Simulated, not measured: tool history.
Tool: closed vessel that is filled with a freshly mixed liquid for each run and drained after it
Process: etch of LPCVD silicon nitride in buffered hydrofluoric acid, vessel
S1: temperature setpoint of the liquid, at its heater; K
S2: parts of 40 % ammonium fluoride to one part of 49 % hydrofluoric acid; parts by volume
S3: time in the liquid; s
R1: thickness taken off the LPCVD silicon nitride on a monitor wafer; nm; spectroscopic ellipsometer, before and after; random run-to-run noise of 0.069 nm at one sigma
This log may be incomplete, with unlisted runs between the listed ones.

run	hour	S1	S2	S3	R1
1	0.0	293.15	12.0	485	4.4532
2	4.9	293.15	14.5	485	3.7359
3	14.1	290.65	14.5	485	3.1922
4	18.6	290.65	14.5	485	3.2570
5	24.4	293.15	13.0	485	4.1321
6	29.8	293.15	16.0	485	3.3781
7	36.9	297.15	12.0	485	5.5181

What does the tool deliver on the next run?
8	44.5	298.15	11.0	485	?

{"run 8": {"R1": 6.4969}}
